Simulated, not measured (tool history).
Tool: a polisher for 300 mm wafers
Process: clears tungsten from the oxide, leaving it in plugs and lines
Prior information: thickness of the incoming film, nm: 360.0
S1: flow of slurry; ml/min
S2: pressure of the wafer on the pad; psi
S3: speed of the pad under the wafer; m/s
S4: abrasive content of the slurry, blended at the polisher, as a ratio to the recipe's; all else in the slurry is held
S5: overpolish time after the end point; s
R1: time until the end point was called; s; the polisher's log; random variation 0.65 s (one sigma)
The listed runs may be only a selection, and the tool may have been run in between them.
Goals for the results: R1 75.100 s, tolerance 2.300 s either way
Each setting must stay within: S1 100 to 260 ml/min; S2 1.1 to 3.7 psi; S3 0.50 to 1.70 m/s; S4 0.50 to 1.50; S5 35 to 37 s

run  hour   S1   S2    S3    S4  S5       R1
  1   0.0  165  2.4  1.10  1.00  35  113.960
  2   1.6  170  2.6  1.10  1.00  35  106.550
  3   5.6  170  2.8  1.10  1.00  35   98.780
  4  13.4  170  2.8  1.10  0.80  35  107.040
  5  14.3  175  3.0  1.10  0.80  35   99.313
  6  16.8  180  3.2  1.10  0.80  35   93.580
  7  24.6  180  3.3  1.12  0.80  35   90.525
  8  33.3  180  3.4  1.14  0.80  35   86.922

Next run, 4 choices. One meets every target within its allowed miss, the rest don't. Which?
  A  42.0  185  3.0  0.96  0.80  35   ?
  B  42.0  215  3.7  1.28  0.85  35   ?
  C  42.0  155  3.7  1.22  1.10  35   ?
  D  42.0  200  3.2  1.20  1.20  37   ?

move       R1
   A  111.420
   B   68.495
   C   68.918
   D   74.741
A: misses by more than the last run did
B: takes the result that was furthest off past its target
C: takes the result that was furthest off past its target
D: all results in spec
The right move is D.
